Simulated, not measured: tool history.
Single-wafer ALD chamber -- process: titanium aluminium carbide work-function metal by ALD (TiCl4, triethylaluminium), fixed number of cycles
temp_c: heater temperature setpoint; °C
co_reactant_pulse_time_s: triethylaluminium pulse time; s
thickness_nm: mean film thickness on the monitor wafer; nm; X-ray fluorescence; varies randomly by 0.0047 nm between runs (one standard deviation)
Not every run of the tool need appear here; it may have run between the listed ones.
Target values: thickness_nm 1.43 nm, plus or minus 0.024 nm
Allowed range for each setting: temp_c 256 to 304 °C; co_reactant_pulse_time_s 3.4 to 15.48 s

run 1 day=0 | temp_c=280 co_reactant_pulse_time_s=9.44 | thickness_nm=1.8084
run 2 day=0.208 | temp_c=277 co_reactant_pulse_time_s=8.74 | thickness_nm=1.7614
run 3 day=0.325 | temp_c=277 co_reactant_pulse_time_s=11.4 | thickness_nm=1.8281
run 4 day=0.354 | temp_c=273 co_reactant_pulse_time_s=11.4 | thickness_nm=1.78
run 5 day=0.712 | temp_c=273 co_reactant_pulse_time_s=13.87 | thickness_nm=1.8004
run 6 day=0.812 | temp_c=271 co_reactant_pulse_time_s=12.66 | thickness_nm=1.7838
run 7 day=0.979 | temp_c=269 co_reactant_pulse_time_s=11.59 | thickness_nm=1.7432
run 8 day=1.042 | temp_c=267 co_reactant_pulse_time_s=10.64 | thickness_nm=1.7181
run 9 day=1.408 | temp_c=266 co_reactant_pulse_time_s=9.8 | thickness_nm=1.684
run 10 day=1.621 | temp_c=265 co_reactant_pulse_time_s=9.06 | thickness_nm=1.6546
run 11 day=1.775 | temp_c=264 co_reactant_pulse_time_s=8.4 | thickness_nm=1.6206
run 12 day=1.808 | temp_c=263 co_reactant_pulse_time_s=7.82 | thickness_nm=1.5884
run 13 day=2.071 | temp_c=262 co_reactant_pulse_time_s=7.37 | thickness_nm=1.5593
run 14 day=2.375 | temp_c=261 co_reactant_pulse_time_s=7.05 | thickness_nm=1.5273
run 15 day=2.4 | temp_c=260 co_reactant_pulse_time_s=6.86 | thickness_nm=1.4968
run 16 day=2.579 | temp_c=260 co_reactant_pulse_time_s=6.77 | thickness_nm=1.4922
run 17 day=2.804 | temp_c=260 co_reactant_pulse_time_s=6.69 | thickness_nm=1.4758
run 18 day=2.908 | temp_c=260 co_reactant_pulse_time_s=6.66 | thickness_nm=1.498
run 19 day=2.996 | temp_c=260 co_reactant_pulse_time_s=6.56 | thickness_nm=1.484

Of the 5 settings listed for the next run, only one would bring every result within its allowed miss of target. Which one?
run A day=3.083 | temp_c=265 co_reactant_pulse_time_s=6.43 | thickness_nm=?
run B day=3.083 | temp_c=260 co_reactant_pulse_time_s=6.68 | thickness_nm=?
run C day=3.083 | temp_c=260 co_reactant_pulse_time_s=6.98 | thickness_nm=?
run D day=3.083 | temp_c=256 co_reactant_pulse_time_s=6.29 | thickness_nm=?
run E day=3.083 | temp_c=256 co_reactant_pulse_time_s=7.22 | thickness_nm=?

move=A thickness_nm=1.5047
move=B thickness_nm=1.4833
move=C thickness_nm=1.5059
move=D thickness_nm=1.4161
move=E thickness_nm=1.487
A: moves away from the targets compared with the last run
B: about the same distance from the targets as the last run
C: moves away from the targets compared with the last run
D: every result lands within tolerance
E: moves away from the targets compared with the last run
D is the move that brings every result within its allowed miss.
